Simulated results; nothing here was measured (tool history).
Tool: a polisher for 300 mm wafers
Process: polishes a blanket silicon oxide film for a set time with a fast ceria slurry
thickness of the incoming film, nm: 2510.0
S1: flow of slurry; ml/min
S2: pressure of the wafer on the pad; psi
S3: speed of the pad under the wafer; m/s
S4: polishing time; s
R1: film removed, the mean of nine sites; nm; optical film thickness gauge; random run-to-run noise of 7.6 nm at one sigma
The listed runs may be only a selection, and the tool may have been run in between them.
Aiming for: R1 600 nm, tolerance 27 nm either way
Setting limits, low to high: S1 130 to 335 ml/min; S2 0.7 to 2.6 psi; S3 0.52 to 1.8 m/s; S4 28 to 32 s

run 1 day=0 | S1=215 S2=1.6 S3=1.16 S4=32 | R1=404.45
run 2 day=0.121 | S1=260 S2=1.6 S3=1.16 S4=32 | R1=414.8
run 3 day=0.304 | S1=260 S2=1.6 S3=1.06 S4=32 | R1=371.77
run 4 day=0.496 | S1=305 S2=1.6 S3=1.06 S4=32 | R1=371.04
run 5 day=0.575 | S1=305 S2=1.6 S3=1.06 S4=32 | R1=391.31
run 6 day=0.704 | S1=255 S2=1.6 S3=1.06 S4=32 | R1=374.76
run 7 day=0.938 | S1=255 S2=1.7 S3=1.06 S4=32 | R1=392.65
run 8 day=1.038 | S1=255 S2=1.8 S3=1.06 S4=32 | R1=420.28
run 9 day=1.367 | S1=255 S2=1.9 S3=1.06 S4=32 | R1=441.79
run 10 day=1.675 | S1=255 S2=2 S3=1.06 S4=32 | R1=458
run 11 day=1.962 | S1=255 S2=2.1 S3=1.06 S4=32 | R1=489.65
run 12 day=2.254 | S1=255 S2=2.3 S3=1.08 S4=32 | R1=544.05

Exactly one of the 4 candidate moves below puts every result within its allowed miss. Which one?
run A day=2.546 | S1=280 S2=2.4 S3=1.02 S4=31 | R1=?
run B day=2.546 | S1=215 S2=2.6 S3=1.26 S4=32 | R1=?
run C day=2.546 | S1=280 S2=2.6 S3=1.04 S4=32 | R1=?
run D day=2.546 | S1=235 S2=2.4 S3=1.22 S4=28 | R1=?

move=A R1=535.78
move=B R1=715.36
move=C R1=609.55
move=D R1=566.08
A: misses by more than the last run did
B: takes the result that was furthest off past its target
C: in spec on every target
D: nearer than the last run, and not there yet
Go with C: it meets all targets.

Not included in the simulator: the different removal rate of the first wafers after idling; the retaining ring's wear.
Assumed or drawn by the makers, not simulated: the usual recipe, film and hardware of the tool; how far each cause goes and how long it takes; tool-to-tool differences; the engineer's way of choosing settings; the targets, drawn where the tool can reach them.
